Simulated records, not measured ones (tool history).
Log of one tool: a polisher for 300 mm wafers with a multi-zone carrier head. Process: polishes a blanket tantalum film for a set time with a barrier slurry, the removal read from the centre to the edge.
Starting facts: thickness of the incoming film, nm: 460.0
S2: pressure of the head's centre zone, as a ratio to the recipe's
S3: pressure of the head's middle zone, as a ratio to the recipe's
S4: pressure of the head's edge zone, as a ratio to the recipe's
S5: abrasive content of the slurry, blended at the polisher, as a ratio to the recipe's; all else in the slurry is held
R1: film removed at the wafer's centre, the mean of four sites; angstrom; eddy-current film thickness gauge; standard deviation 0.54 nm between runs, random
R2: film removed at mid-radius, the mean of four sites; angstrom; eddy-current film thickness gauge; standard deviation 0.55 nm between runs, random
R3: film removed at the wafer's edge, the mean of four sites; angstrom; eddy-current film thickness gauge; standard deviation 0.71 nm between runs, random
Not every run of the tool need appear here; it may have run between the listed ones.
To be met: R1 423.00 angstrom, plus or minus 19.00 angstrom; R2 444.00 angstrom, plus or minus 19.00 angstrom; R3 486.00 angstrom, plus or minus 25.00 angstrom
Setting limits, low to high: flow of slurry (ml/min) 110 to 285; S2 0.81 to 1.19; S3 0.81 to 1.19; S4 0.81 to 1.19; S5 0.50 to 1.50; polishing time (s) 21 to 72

run 1 hour=0.0 | flow_of_slurry_(ml/min)=180 S2=1.00 S3=1.00 S4=1.00 S5=1.00 polishing_time_(s)=46 | R1=798.14 R2=798.18 R3=807.91
run 2 hour=3.9 | flow_of_slurry_(ml/min)=180 S2=1.00 S3=1.04 S4=1.00 S5=1.00 polishing_time_(s)=46 | R1=794.96 R2=838.24 R3=817.40
run 3 hour=6.8 | flow_of_slurry_(ml/min)=180 S2=1.00 S3=1.04 S4=0.94 S5=1.00 polishing_time_(s)=46 | R1=791.70 R2=802.05 R3=779.31
run 4 hour=14.2 | flow_of_slurry_(ml/min)=180 S2=0.94 S3=1.04 S4=0.94 S5=1.00 polishing_time_(s)=46 | R1=735.59 R2=829.08 R3=804.24
run 5 hour=22.9 | flow_of_slurry_(ml/min)=180 S2=0.94 S3=1.04 S4=0.98 S5=1.00 polishing_time_(s)=46 | R1=752.55 R2=822.70 R3=817.66
-- hour=25.7 worn pad replaced by a new one
run 6 hour=25.7 | flow_of_slurry_(ml/min)=180 S2=0.94 S3=0.98 S4=0.98 S5=1.00 polishing_time_(s)=46 | R1=814.36 R2=848.67 R3=887.34
run 7 hour=30.6 | flow_of_slurry_(ml/min)=165 S2=0.93 S3=0.97 S4=0.98 S5=0.85 polishing_time_(s)=39 | R1=629.84 R2=671.54 R3=688.20
run 8 hour=37.3 | flow_of_slurry_(ml/min)=130 S2=0.86 S3=0.87 S4=0.97 S5=0.60 polishing_time_(s)=31 | R1=383.19 R2=393.54 R3=454.71
run 9 hour=45.0 | flow_of_slurry_(ml/min)=130 S2=0.86 S3=0.87 S4=0.97 S5=0.60 polishing_time_(s)=31 | R1=376.41 R2=390.83 R3=454.79
run 10 hour=49.6 | flow_of_slurry_(ml/min)=180 S2=0.91 S3=0.95 S4=1.00 S5=0.70 polishing_time_(s)=31 | R1=468.58 R2=499.01 R3=513.18
run 11 hour=52.9 | flow_of_slurry_(ml/min)=165 S2=0.91 S3=0.94 S4=0.99 S5=0.70 polishing_time_(s)=31 | R1=457.66 R2=473.79 R3=501.14
run 12 hour=54.5 | flow_of_slurry_(ml/min)=155 S2=0.90 S3=0.94 S4=0.99 S5=0.70 polishing_time_(s)=31 | R1=445.59 R2=468.85 R3=508.24

5 candidate next runs follow, results not yet known. Just one meets every target within its allowed miss. Identify it.
run A hour=56.1 | flow_of_slurry_(ml/min)=120 S2=0.91 S3=0.85 S4=0.84 S5=0.85 polishing_time_(s)=32 | R1=? R2=? R3=?
run B hour=56.1 | flow_of_slurry_(ml/min)=110 S2=0.86 S3=0.89 S4=0.92 S5=0.70 polishing_time_(s)=30 | R1=? R2=? R3=?
run C hour=56.1 | flow_of_slurry_(ml/min)=145 S2=0.91 S3=0.87 S4=1.09 S5=0.60 polishing_time_(s)=31 | R1=? R2=? R3=?
run D hour=56.1 | flow_of_slurry_(ml/min)=200 S2=0.86 S3=0.89 S4=0.96 S5=0.55 polishing_time_(s)=33 | R1=? R2=? R3=?
run E hour=56.1 | flow_of_slurry_(ml/min)=110 S2=0.84 S3=0.94 S4=1.10 S5=0.60 polishing_time_(s)=35 | R1=? R2=? R3=?

move=A R1=470.43 R2=449.94 R3=518.30
move=B R1=372.30 R2=393.05 R3=457.74
move=C R1=410.39 R2=397.20 R3=500.59
move=D R1=420.62 R2=435.92 R3=498.13
move=E R1=392.59 R2=443.96 R3=538.44
A: brings the last run's worst result on target, with another outside its allowed miss
B: carries the result that was furthest off beyond its target, to the other side
C: carries the result that was furthest off beyond its target, to the other side
D: all results in spec
E: brings the last run's worst result on target, with another outside its allowed miss
So the answer is move D, the one that meets all the targets.
